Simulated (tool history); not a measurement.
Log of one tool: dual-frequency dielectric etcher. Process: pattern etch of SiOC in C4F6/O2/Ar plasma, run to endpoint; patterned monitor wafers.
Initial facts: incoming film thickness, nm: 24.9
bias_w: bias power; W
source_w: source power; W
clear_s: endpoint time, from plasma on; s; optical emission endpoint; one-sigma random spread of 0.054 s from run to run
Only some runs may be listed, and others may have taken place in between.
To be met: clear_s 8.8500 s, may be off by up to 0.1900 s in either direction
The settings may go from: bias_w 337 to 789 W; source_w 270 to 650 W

run,hour,bias_w,source_w,clear_s
1,0.0,563,460,8.0433
2,4.1,546,460,8.1966
3,8.5,534,460,8.2014
4,13.5,520,460,8.4002
5,18.3,582,460,7.9158
6,26.7,565,460,8.1535
7,33.9,550,460,8.2087
8,42.8,538,460,8.2178
9,45.0,526,460,8.3100
10,52.5,526,460,8.3139
11,56.4,516,460,8.3374
12,61.7,505,460,8.4352
13,68.7,438,450,9.0910
14,70.2,442,450,9.0423

Consider the 4 candidate settings below. Which is the only one whose results all fall within their allowed miss of target?
A,71.7,466,380,?
B,71.7,465,410,?
C,71.7,524,370,?
D,71.7,478,440,?

move,clear_s
A,9.6068
B,9.3006
C,9.2244
D,8.9104
A: the biggest miss grows against the last run
B: the biggest miss grows against the last run
C: the biggest miss grows against the last run
D: all results in spec
Go with D: it meets all targets.
